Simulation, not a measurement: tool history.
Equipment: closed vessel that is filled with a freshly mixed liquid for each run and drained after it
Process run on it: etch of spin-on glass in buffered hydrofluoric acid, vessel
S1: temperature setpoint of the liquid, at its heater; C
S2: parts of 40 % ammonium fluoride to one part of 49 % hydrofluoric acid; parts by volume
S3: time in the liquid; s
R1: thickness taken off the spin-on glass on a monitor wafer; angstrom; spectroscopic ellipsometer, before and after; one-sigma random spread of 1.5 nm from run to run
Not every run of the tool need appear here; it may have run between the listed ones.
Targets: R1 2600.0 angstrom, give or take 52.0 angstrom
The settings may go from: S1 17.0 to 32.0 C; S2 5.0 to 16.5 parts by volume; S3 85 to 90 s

Run 1, hour 0.0: S1 24.0 C, S2 10.0 parts by volume, S3 85 s. Result: R1 3851.3 angstrom.
Run 2, hour 3.6: S1 22.5 C, S2 10.0 parts by volume, S3 85 s. Result: R1 3577.9 angstrom.
Run 3, hour 11.5: S1 22.5 C, S2 10.0 parts by volume, S3 90 s. Result: R1 3754.5 angstrom.
Run 4, hour 16.2: S1 21.0 C, S2 10.0 parts by volume, S3 90 s. Result: R1 3437.1 angstrom.
Run 5, hour 23.8: S1 20.0 C, S2 10.0 parts by volume, S3 90 s. Result: R1 3305.9 angstrom.
Run 6, hour 27.2: S1 20.0 C, S2 7.5 parts by volume, S3 90 s. Result: R1 4284.3 angstrom.
Run 7, hour 35.9: S1 19.5 C, S2 8.5 parts by volume, S3 90 s. Result: R1 3616.3 angstrom.
Run 8, hour 43.2: S1 19.0 C, S2 9.0 parts by volume, S3 90 s. Result: R1 3307.6 angstrom.

Below are 4 possible settings for the next run. Only one of them brings all results inside the allowed miss of their targets. Which is it?
Run A, hour 50.5: S1 20.0 C, S2 12.0 parts by volume, S3 85 s. Result: R1 ?.
Run B, hour 50.5: S1 19.0 C, S2 11.5 parts by volume, S3 90 s. Result: R1 ?.
Run C, hour 50.5: S1 17.5 C, S2 9.5 parts by volume, S3 85 s. Result: R1 ?.
Run D, hour 50.5: S1 17.0 C, S2 10.5 parts by volume, S3 85 s. Result: R1 ?.

move      R1
   A  2592.9
   B  2705.6
   C  2778.4
   D  2492.9
A: all results in spec
B: gains on the last run, yet a result remains outside its allowed miss
C: gains on the last run, yet a result remains outside its allowed miss
D: takes the result that was furthest off past its target
So the answer is move A, the one that meets all the targets.

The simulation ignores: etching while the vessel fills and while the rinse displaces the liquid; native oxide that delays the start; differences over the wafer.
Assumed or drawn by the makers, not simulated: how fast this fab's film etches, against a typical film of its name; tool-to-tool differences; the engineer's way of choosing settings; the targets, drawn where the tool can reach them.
